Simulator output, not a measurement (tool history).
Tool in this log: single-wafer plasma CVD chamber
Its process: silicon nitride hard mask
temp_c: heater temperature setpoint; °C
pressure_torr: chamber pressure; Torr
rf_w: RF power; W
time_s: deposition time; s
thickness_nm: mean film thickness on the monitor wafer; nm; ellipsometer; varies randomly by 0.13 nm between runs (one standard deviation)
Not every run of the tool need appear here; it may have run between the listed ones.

run 1 day=0.000 | temp_c=390 pressure_torr=1.07 rf_w=355 time_s=53.0 | thickness_nm=58.098
run 2 day=0.025 | temp_c=395 pressure_torr=1.07 rf_w=355 time_s=53.0 | thickness_nm=57.772
run 3 day=0.121 | temp_c=391 pressure_torr=1.07 rf_w=355 time_s=53.0 | thickness_nm=57.912
run 4 day=0.150 | temp_c=391 pressure_torr=0.98 rf_w=330 time_s=52.5 | thickness_nm=52.579
run 5 day=0.392 | temp_c=391 pressure_torr=0.98 rf_w=375 time_s=52.5 | thickness_nm=57.777
run 6 day=0.696 | temp_c=391 pressure_torr=0.90 rf_w=355 time_s=52.1 | thickness_nm=53.387
run 7 day=0.925 | temp_c=391 pressure_torr=0.84 rf_w=340 time_s=51.9 | thickness_nm=50.324

Run 8 has not been measured yet. What should we expect?
run 8 day=1.296 | temp_c=391 pressure_torr=0.79 rf_w=335 time_s=51.8 | thickness_nm=?

thickness_nm: 48.688 nm
